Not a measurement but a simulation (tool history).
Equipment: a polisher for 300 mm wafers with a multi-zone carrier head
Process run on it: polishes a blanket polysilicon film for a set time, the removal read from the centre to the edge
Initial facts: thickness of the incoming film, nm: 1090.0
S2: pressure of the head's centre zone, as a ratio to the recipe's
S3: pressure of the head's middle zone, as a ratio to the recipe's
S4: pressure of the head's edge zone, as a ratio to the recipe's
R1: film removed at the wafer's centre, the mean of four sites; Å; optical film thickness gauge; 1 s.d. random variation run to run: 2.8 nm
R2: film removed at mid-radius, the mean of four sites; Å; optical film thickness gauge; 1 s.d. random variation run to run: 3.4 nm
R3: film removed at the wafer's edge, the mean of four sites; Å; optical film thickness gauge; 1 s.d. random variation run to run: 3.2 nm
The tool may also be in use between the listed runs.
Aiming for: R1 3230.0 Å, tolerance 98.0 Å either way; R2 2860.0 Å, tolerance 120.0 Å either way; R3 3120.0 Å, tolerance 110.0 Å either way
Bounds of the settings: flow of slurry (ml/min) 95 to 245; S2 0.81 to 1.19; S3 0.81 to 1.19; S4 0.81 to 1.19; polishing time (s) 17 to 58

run 1 hour=0.0 | flow_of_slurry_(ml/min)=155 S2=1.00 S3=1.00 S4=1.00 polishing_time_(s)=37 | R1=3488.8 R2=3460.2 R3=3495.4
run 2 hour=5.4 | flow_of_slurry_(ml/min)=155 S2=1.00 S3=1.00 S4=0.92 polishing_time_(s)=37 | R1=3516.1 R2=3410.1 R3=3367.0
run 3 hour=10.0 | flow_of_slurry_(ml/min)=140 S2=1.00 S3=0.96 S4=0.91 polishing_time_(s)=37 | R1=3429.1 R2=3359.7 R3=3303.4
run 4 hour=14.4 | flow_of_slurry_(ml/min)=140 S2=1.00 S3=0.96 S4=0.87 polishing_time_(s)=37 | R1=3442.7 R2=3300.3 R3=3202.1
run 5 hour=16.3 | flow_of_slurry_(ml/min)=140 S2=1.00 S3=0.96 S4=0.87 polishing_time_(s)=32 | R1=2898.5 R2=2899.4 R3=2828.6
run 6 hour=18.7 | flow_of_slurry_(ml/min)=140 S2=1.00 S3=0.96 S4=0.87 polishing_time_(s)=24 | R1=2172.5 R2=2139.3 R3=2128.9
run 7 hour=26.9 | flow_of_slurry_(ml/min)=155 S2=1.03 S3=0.97 S4=0.95 polishing_time_(s)=26 | R1=2537.4 R2=2421.3 R3=2424.1
run 8 hour=30.1 | flow_of_slurry_(ml/min)=170 S2=1.04 S3=0.96 S4=1.02 polishing_time_(s)=27 | R1=2681.5 R2=2484.6 R3=2627.5
run 9 hour=37.0 | flow_of_slurry_(ml/min)=215 S2=1.12 S3=1.02 S4=1.12 polishing_time_(s)=30 | R1=3406.1 R2=3048.5 R3=3158.4

Which one of the following 4 next-run settings gets every result inside its allowed miss? There is exactly one.
run A hour=43.9 | flow_of_slurry_(ml/min)=235 S2=1.19 S3=0.89 S4=1.08 polishing_time_(s)=31 | R1=? R2=? R3=?
run B hour=43.9 | flow_of_slurry_(ml/min)=240 S2=1.11 S3=1.00 S4=1.18 polishing_time_(s)=29 | R1=? R2=? R3=?
run C hour=43.9 | flow_of_slurry_(ml/min)=215 S2=1.06 S3=0.95 S4=1.15 polishing_time_(s)=32 | R1=? R2=? R3=?
run D hour=43.9 | flow_of_slurry_(ml/min)=220 S2=1.11 S3=1.10 S4=1.05 polishing_time_(s)=32 | R1=? R2=? R3=?

move=A R1=3756.8 R2=2973.8 R3=3201.9
move=B R1=3287.4 R2=2974.8 R3=3137.1
move=C R1=3410.9 R2=3148.4 R3=3383.2
move=D R1=3587.0 R2=3433.1 R3=3233.7
A: moves away from the targets compared with the last run
B: in spec on every target
C: moves away from the targets compared with the last run
D: moves away from the targets compared with the last run
B meets every target.

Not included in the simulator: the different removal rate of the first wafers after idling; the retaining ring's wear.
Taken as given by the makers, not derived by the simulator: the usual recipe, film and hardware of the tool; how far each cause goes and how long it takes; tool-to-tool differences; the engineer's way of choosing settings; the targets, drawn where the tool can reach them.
